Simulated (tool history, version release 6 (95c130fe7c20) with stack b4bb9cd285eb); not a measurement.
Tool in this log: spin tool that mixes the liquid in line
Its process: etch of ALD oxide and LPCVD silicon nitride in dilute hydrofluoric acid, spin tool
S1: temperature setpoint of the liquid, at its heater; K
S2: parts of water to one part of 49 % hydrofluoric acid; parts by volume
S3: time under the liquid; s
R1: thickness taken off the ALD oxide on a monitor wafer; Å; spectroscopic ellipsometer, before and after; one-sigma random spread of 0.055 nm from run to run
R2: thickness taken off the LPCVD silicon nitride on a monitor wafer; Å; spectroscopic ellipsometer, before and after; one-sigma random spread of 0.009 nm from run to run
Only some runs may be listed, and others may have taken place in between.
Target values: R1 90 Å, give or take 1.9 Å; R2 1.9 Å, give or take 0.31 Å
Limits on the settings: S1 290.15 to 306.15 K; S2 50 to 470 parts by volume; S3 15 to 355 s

{"run": 1, "hour": 0.0, "S1": 298.15, "S2": 260, "S3": 180, "R1": 208.64, "R2": 4.2038}
{"run": 2, "hour": 9.0, "S1": 300.15, "S2": 260, "S3": 180, "R1": 224.33, "R2": 4.6591}
{"run": 3, "hour": 10.1, "S1": 297.65, "S2": 295, "S3": 180, "R1": 171.93, "R2": 3.9615}
{"run": 4, "hour": 12.8, "S1": 297.65, "S2": 215, "S3": 180, "R1": 258.61, "R2": 5.1966}
{"run": 5, "hour": 21.1, "S1": 299.15, "S2": 215, "S3": 180, "R1": 270.11, "R2": 5.9132}
{"run": 6, "hour": 28.7, "S1": 297.15, "S2": 265, "S3": 180, "R1": 193.49, "R2": 4.4137}
{"run": 7, "hour": 32.7, "S1": 293.15, "S2": 370, "S3": 175, "R1": 106.87, "R2": 2.2461}
{"run": 8, "hour": 34.0, "S1": 292.65, "S2": 380, "S3": 175, "R1": 101.91, "R2": 2.1455}
{"run": 9, "hour": 39.9, "S1": 292.15, "S2": 385, "S3": 175, "R1": 97.905, "R2": 2.0768}

Consider the 4 candidate settings below. Which is the only one whose results all fall within their allowed miss of target?
{"run": "A", "hour": 45.8, "S1": 290.15, "S2": 355, "S3": 145, "R1": "?", "R2": "?"}
{"run": "B", "hour": 45.8, "S1": 290.15, "S2": 330, "S3": 170, "R1": "?", "R2": "?"}
{"run": "C", "hour": 45.8, "S1": 290.65, "S2": 410, "S3": 185, "R1": "?", "R2": "?"}
{"run": "D", "hour": 45.8, "S1": 292.15, "S2": 290, "S3": 130, "R1": "?", "R2": "?"}

move=A R1=83.425 R2=1.7242
move=B R1=107.37 R2=2.1661
move=C R1=89.86 R2=1.982
move=D R1=104.12 R2=2.1323
A: carries the result that was furthest off beyond its target, to the other side
B: misses by more than the last run did
C: every result within its allowed miss
D: misses by more than the last run did
Correct choice: C, which meets every target
